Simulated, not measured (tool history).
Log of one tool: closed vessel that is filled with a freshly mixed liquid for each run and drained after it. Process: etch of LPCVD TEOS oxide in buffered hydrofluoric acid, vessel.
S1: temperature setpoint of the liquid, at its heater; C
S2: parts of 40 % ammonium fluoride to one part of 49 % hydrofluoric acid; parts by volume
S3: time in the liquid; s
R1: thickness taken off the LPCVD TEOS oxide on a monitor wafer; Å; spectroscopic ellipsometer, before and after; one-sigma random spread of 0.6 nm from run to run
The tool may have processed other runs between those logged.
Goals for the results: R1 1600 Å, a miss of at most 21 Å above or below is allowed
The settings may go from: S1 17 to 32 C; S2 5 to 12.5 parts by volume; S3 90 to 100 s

Run 1, hour 0: S1 24 C, S2 7.5 parts by volume, S3 90 s. Result: R1 1910.5 Å.
Run 2, hour 8.7: S1 24 C, S2 7.5 parts by volume, S3 100 s. Result: R1 2120 Å.
Run 3, hour 9.9: S1 23 C, S2 7.5 parts by volume, S3 100 s. Result: R1 1996.4 Å.
Run 4, hour 11.5: S1 23 C, S2 7.5 parts by volume, S3 90 s. Result: R1 1796 Å.
Run 5, hour 19.9: S1 22.5 C, S2 7.5 parts by volume, S3 90 s. Result: R1 1754.8 Å.
Run 6, hour 29.1: S1 22.5 C, S2 7.5 parts by volume, S3 100 s. Result: R1 1952.1 Å.
Run 7, hour 35.6: S1 22 C, S2 7.5 parts by volume, S3 100 s. Result: R1 1896.7 Å.
Run 8, hour 38.5: S1 21.5 C, S2 7.5 parts by volume, S3 100 s. Result: R1 1849.8 Å.
Run 9, hour 41.5: S1 21 C, S2 7.5 parts by volume, S3 100 s. Result: R1 1795.7 Å.
Run 10, hour 43.7: S1 20.5 C, S2 7.5 parts by volume, S3 100 s. Result: R1 1750.5 Å.
Run 11, hour 44.7: S1 18.5 C, S2 7.5 parts by volume, S3 100 s. Result: R1 1565.3 Å.

4 candidate next runs follow, results not yet known. Just one meets every target within its allowed miss. Identify it.
Run A, hour 45.7: S1 20.5 C, S2 8 parts by volume, S3 100 s. Result: R1 ?.
Run B, hour 45.7: S1 20.5 C, S2 7.5 parts by volume, S3 95 s. Result: R1 ?.
Run C, hour 45.7: S1 21.5 C, S2 7.5 parts by volume, S3 90 s. Result: R1 ?.
Run D, hour 45.7: S1 18.5 C, S2 7 parts by volume, S3 95 s. Result: R1 ?.

move      R1
   A  1638.9
   B  1669.6
   C  1672.1
   D  1607.8
A: the result that was furthest off in the last run now lies on the other side of its target
B: the result that was furthest off in the last run now lies on the other side of its target
C: the result that was furthest off in the last run now lies on the other side of its target
D: every result within its allowed miss
Answer: D
